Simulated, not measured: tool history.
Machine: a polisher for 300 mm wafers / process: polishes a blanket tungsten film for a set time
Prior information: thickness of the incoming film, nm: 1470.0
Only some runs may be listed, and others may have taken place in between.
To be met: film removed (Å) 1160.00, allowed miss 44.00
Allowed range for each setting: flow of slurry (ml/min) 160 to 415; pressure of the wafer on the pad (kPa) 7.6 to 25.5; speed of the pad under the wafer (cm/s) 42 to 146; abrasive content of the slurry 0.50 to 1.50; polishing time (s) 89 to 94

run,hour,flow of slurry (ml/min),pressure of the wafer on the pad (kPa),speed of the pad under the wafer (cm/s),abrasive content of the slurry,polishing time (s),film removed (Å)
1,0.0,265,16.5,94,1.00,89,2775.80
2,3.0,265,15.2,88,1.00,89,2358.30
3,8.9,265,13.8,84,1.00,89,2070.10
4,15.0,265,12.4,82,1.00,89,1790.30
5,19.0,265,12.4,82,1.00,94,1895.20
6,25.8,265,11.7,80,1.00,94,1749.60
7,34.5,265,11.0,78,1.00,94,1606.60
8,43.0,265,7.6,68,1.00,94,994.05
9,49.9,265,9.7,68,1.00,94,1242.10

Exactly one of the 4 candidate moves below puts every result within its allowed miss. Which one?
A,56.8,280,10.3,68,0.85,94,?
B,56.8,220,16.5,46,0.95,91,?
C,56.8,210,11.0,58,1.15,89,?
D,56.8,280,11.0,64,0.90,90,?

move,film removed (Å)
A,1316.20
B,1379.10
C,1178.40
D,1280.00
A: lands further from the targets than the last run did
B: lands further from the targets than the last run did
C: hits every target within its allowed miss
D: lands further from the targets than the last run did
Go with C: it meets all targets.
